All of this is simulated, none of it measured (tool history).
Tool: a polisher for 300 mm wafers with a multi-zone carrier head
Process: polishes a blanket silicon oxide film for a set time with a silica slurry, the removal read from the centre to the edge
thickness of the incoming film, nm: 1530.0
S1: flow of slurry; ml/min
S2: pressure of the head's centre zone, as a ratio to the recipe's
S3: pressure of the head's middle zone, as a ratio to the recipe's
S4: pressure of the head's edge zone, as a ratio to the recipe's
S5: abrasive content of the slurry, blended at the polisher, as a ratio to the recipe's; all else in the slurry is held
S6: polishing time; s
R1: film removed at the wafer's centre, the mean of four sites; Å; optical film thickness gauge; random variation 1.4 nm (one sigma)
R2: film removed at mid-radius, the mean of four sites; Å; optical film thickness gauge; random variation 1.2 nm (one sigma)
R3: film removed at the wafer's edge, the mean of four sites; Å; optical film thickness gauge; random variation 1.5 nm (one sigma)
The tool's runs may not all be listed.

run	hour	S1	S2	S3	S4	S5	S6	R1	R2	R3
1	0.0	130	1.00	1.00	1.00	1.00	50	2173.20	2252.90	2180.00
2	1.4	130	1.00	1.00	1.06	1.00	50	2122.00	2277.60	2268.10
3	4.4	110	1.00	1.00	1.06	1.00	50	2103.10	2228.10	2165.40
4	5.7	105	1.01	0.96	1.04	0.90	45	1793.20	1830.80	1910.60
5	10.8	100	1.04	0.95	1.00	0.80	41	1597.80	1589.00	1569.00
6	15.0	100	1.04	0.95	1.05	0.80	41	1632.10	1550.40	1682.10
7	20.2	90	1.11	0.85	0.97	0.55	27	973.27	803.48	924.60
8	22.7	105	1.11	0.86	0.98	0.55	27	1046.20	856.01	927.84
9	31.4	110	1.10	0.87	1.01	0.55	27	1050.40	854.39	993.31
10	33.9	110	1.10	0.87	1.01	0.55	27	1041.70	851.49	977.81

The next listed run, before its measurement:
11	36.9	120	1.09	0.88	1.02	0.55	27	?	?	?

{"run 11": {"R1": 1034.9, "R2": 922.19, "R3": 970.43}}
